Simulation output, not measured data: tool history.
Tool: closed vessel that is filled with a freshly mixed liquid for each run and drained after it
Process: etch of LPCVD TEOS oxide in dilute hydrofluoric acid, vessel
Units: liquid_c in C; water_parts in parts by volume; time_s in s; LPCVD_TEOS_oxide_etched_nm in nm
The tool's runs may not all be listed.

run  hour  liquid_c  water_parts  time_s  LPCVD_TEOS_oxide_etched_nm
  1     0        24           90      50                      14.255
  2   5.1      26.5           90      50                      15.721
  3  12.2        23           90      50                      13.702
  4  14.2        23           90      40                      11.054
  5  21.8        25           80      40                      13.629
  6  22.5        25           80      50                       17.04
  7    30      26.5           75      50                      19.471
  8  38.6      27.5           70      50                      21.498
  9    40      28.5           65      50                      24.947
 10  43.7        29           65      50                       24.88
 11  50.4      29.5           65      50                       25.59
 12  56.8      29.5           65      50                      25.756
 13  60.8        30           65      50                      26.189
 14  64.3      30.5           65      50                      26.784
 15  73.3        31           65      50                      27.088

Run 16 comes next. What will it give?
 16  77.1        31           60      50                           ?

{"run 16": {"LPCVD_TEOS_oxide_etched_nm": 29.888}}

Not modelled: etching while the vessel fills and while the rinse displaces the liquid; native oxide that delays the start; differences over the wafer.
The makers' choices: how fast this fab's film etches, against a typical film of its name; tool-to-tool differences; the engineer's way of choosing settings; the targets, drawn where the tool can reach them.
